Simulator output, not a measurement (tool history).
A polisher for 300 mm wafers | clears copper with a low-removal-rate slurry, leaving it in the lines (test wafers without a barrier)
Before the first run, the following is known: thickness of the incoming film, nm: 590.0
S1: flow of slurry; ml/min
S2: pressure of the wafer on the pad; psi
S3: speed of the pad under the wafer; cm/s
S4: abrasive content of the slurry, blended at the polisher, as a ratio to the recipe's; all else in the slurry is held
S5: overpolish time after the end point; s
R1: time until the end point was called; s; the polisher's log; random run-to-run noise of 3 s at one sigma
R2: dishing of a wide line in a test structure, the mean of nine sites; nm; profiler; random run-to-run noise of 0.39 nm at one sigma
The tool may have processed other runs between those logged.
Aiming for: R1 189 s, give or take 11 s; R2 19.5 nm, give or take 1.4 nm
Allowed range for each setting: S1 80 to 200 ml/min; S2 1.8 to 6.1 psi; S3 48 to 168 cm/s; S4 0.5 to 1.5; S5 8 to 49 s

{"run": 1, "hour": 0.0, "S1": 130, "S2": 3.9, "S3": 108, "S4": 1, "S5": 25, "R1": 147.17, "R2": 67.71}
{"run": 2, "hour": 5.3, "S1": 130, "S2": 3.5, "S3": 110, "S4": 1, "S5": 22, "R1": 153.97, "R2": 56.552}
{"run": 3, "hour": 8.3, "S1": 125, "S2": 3.2, "S3": 112, "S4": 0.95, "S5": 19, "R1": 172.5, "R2": 46.327}
{"run": 4, "hour": 11.3, "S1": 135, "S2": 3.2, "S3": 112, "S4": 0.95, "S5": 19, "R1": 171.37, "R2": 46.801}
{"run": 5, "hour": 14.4, "S1": 145, "S2": 3.2, "S3": 112, "S4": 0.95, "S5": 19, "R1": 168.16, "R2": 48.516}
{"run": 6, "hour": 16.6, "S1": 145, "S2": 3.2, "S3": 96, "S4": 0.95, "S5": 19, "R1": 198.17, "R2": 41.778}
{"run": 7, "hour": 17.5, "S1": 135, "S2": 2.9, "S3": 100, "S4": 1.05, "S5": 17, "R1": 208.01, "R2": 36.531}
{"run": 8, "hour": 18.6, "S1": 125, "S2": 2.7, "S3": 106, "S4": 1.15, "S5": 15, "R1": 201.85, "R2": 32.423}
{"run": 9, "hour": 23.0, "S1": 115, "S2": 2.5, "S3": 110, "S4": 1.2, "S5": 14, "R1": 214.81, "R2": 30.501}
{"run": 10, "hour": 24.2, "S1": 115, "S2": 2.4, "S3": 114, "S4": 1.25, "S5": 13, "R1": 216.21, "R2": 27.042}
{"run": 11, "hour": 32.4, "S1": 110, "S2": 2.3, "S3": 122, "S4": 1.3, "S5": 12, "R1": 200.6, "R2": 25.38}
{"run": 12, "hour": 35.1, "S1": 110, "S2": 2.3, "S3": 122, "S4": 1.3, "S5": 12, "R1": 204.62, "R2": 27.484}
{"run": 13, "hour": 42.1, "S1": 105, "S2": 2.2, "S3": 126, "S4": 1.35, "S5": 11, "R1": 200.84, "R2": 24.448}
{"run": 14, "hour": 46.9, "S1": 100, "S2": 2.1, "S3": 130, "S4": 1.4, "S5": 10, "R1": 206.96, "R2": 21.844}
{"run": 15, "hour": 53.6, "S1": 95, "S2": 2.1, "S3": 132, "S4": 1.4, "S5": 10, "R1": 198.3, "R2": 21.973}
{"run": 16, "hour": 62.0, "S1": 90, "S2": 2.1, "S3": 132, "S4": 1.4, "S5": 10, "R1": 210.8, "R2": 22.038}
{"run": 17, "hour": 70.5, "S1": 90, "S2": 2.1, "S3": 132, "S4": 1.4, "S5": 10, "R1": 213.97, "R2": 21.762}
{"run": 18, "hour": 76.4, "S1": 90, "S2": 2, "S3": 136, "S4": 1.4, "S5": 10, "R1": 212.58, "R2": 21.402}
{"run": 19, "hour": 78.3, "S1": 90, "S2": 2, "S3": 140, "S4": 1.4, "S5": 10, "R1": 205.87, "R2": 21.68}
{"run": 20, "hour": 86.6, "S1": 90, "S2": 2, "S3": 144, "S4": 1.4, "S5": 10, "R1": 198.3, "R2": 22.52}

Exactly one of the 4 candidate moves below puts every result within its allowed miss. Which one?
{"run": "A", "hour": 94.9, "S1": 80, "S2": 1.8, "S3": 142, "S4": 1.45, "S5": 15, "R1": "?", "R2": "?"}
{"run": "B", "hour": 94.9, "S1": 85, "S2": 2, "S3": 148, "S4": 1.5, "S5": 8, "R1": "?", "R2": "?"}
{"run": "C", "hour": 94.9, "S1": 115, "S2": 1.8, "S3": 142, "S4": 1.35, "S5": 8, "R1": "?", "R2": "?"}
{"run": "D", "hour": 94.9, "S1": 80, "S2": 2.5, "S3": 146, "S4": 1.5, "S5": 8, "R1": "?", "R2": "?"}

move=A R1=225.74 R2=28.702
move=B R1=192.28 R2=18.746
move=C R1=216.64 R2=16.712
move=D R1=159.41 R2=22.473
A: its largest miss is bigger than the last run's
B: all results in spec
C: takes the biggest miss from the last run beyond its target
D: its largest miss is bigger than the last run's
So the answer is move B, the one that meets all the targets.
